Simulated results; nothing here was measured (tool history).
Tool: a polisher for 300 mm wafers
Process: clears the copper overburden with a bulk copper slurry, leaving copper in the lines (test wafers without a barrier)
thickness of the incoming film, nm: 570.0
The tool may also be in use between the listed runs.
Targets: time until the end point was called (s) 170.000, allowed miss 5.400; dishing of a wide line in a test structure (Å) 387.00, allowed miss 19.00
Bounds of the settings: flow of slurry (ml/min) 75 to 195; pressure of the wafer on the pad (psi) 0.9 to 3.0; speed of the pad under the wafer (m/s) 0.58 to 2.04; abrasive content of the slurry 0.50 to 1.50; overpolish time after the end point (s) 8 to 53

run	day	flow of slurry (ml/min)	pressure of the wafer on the pad (psi)	speed of the pad under the wafer (m/s)	abrasive content of the slurry	overpolish time after the end point (s)	time until the end point was called (s)	dishing of a wide line in a test structure (Å)
1	0.000	125	1.9	1.30	1.00	27	71.056	470.58
2	0.062	120	1.7	1.24	1.00	25	82.195	451.07
3	0.104	120	1.5	1.24	1.00	25	89.284	435.34
4	0.312	115	1.4	1.16	1.00	26	102.120	432.15
5	0.662	110	1.3	1.10	1.00	25	113.710	408.52
6	0.888	110	1.3	1.10	0.85	25	118.130	415.31
7	1.167	105	1.2	1.08	0.85	26	128.470	397.43
8	1.521	105	1.1	1.06	0.85	28	142.160	395.07
9	1.808	105	1.1	1.06	0.85	29	138.770	400.72
10	2.004	90	0.9	0.94	0.85	28	189.580	343.85
11	2.179	95	0.9	0.94	0.85	29	186.790	359.36
12	2.304	100	0.9	0.94	0.85	29	182.630	358.71
13	2.379	100	0.9	0.94	0.85	29	186.460	365.35
14	2.488	130	1.0	0.92	0.85	41	163.100	419.39
15	2.554	125	1.0	0.92	0.85	40	167.040	409.55
16	2.717	120	1.0	0.92	0.85	39	166.430	412.69
17	3.092	120	1.0	0.92	0.85	38	168.110	410.91

Which of these 5 next moves meets every target?
A	3.467	170	1.5	0.66	0.60	46	?	?
B	3.467	130	0.9	0.96	0.75	53	?	?
C	3.467	195	1.2	0.72	0.75	46	?	?
D	3.467	125	1.0	0.90	0.75	34	?	?
E	3.467	150	1.1	0.80	0.95	49	?	?

move	time until the end point was called (s)	dishing of a wide line in a test structure (Å)
A	167.120	440.95
B	171.630	425.52
C	172.390	428.90
D	171.490	392.57
E	166.650	432.03
A: further off than the last run
B: further off than the last run
C: further off than the last run
D: meets every target
E: further off than the last run
Answer: D

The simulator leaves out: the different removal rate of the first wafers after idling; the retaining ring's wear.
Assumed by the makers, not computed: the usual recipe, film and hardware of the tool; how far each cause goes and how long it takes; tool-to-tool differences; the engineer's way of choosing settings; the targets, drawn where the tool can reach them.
